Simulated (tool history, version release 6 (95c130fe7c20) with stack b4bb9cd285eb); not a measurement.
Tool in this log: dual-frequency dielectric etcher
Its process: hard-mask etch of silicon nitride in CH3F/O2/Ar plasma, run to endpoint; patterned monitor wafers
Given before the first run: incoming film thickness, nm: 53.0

run,hour,source power (kW),bias power (kW),endpoint time (s)
1,0.0,0.430,0.084,70.645
2,7.3,0.490,0.084,68.373
3,13.0,0.470,0.082,69.412
4,13.8,0.450,0.080,71.007
5,16.4,0.450,0.090,68.024
6,17.8,0.450,0.100,64.783

Estimate the outcome of run 7 from the log above:
7,19.3,0.360,0.083,?

Logged for run 7: endpoint time (s) 74.953.
